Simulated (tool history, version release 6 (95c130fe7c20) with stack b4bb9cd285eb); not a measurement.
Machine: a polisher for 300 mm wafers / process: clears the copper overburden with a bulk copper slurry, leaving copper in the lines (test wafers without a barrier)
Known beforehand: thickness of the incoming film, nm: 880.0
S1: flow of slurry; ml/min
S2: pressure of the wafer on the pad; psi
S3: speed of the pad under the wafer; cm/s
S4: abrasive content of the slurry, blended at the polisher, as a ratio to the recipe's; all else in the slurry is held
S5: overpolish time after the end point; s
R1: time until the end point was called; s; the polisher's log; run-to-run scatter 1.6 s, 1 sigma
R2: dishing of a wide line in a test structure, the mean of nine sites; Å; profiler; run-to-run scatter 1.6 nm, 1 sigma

run	hour	S1	S2	S3	S4	S5	R1	R2
1	0.0	235	1.9	130	1.00	22	134.420	696.61
2	5.6	235	1.9	130	1.15	22	126.520	745.98
3	11.2	235	2.3	130	1.15	22	105.810	852.81
4	18.4	235	2.4	132	1.15	21	99.995	856.65
5	24.0	195	2.4	132	1.15	21	104.130	829.43
6	29.7	195	2.4	120	1.15	21	110.120	790.98
# hour 32.9: worn pad replaced by a new one
7	32.9	200	2.6	122	1.15	21	91.621	888.71
8	37.0	205	2.6	122	1.15	21	92.903	884.36

Predict the results of run 9:
9	44.5	205	2.6	122	1.15	21	?	?

R1: 87.845 s
R2: 894.60 Å

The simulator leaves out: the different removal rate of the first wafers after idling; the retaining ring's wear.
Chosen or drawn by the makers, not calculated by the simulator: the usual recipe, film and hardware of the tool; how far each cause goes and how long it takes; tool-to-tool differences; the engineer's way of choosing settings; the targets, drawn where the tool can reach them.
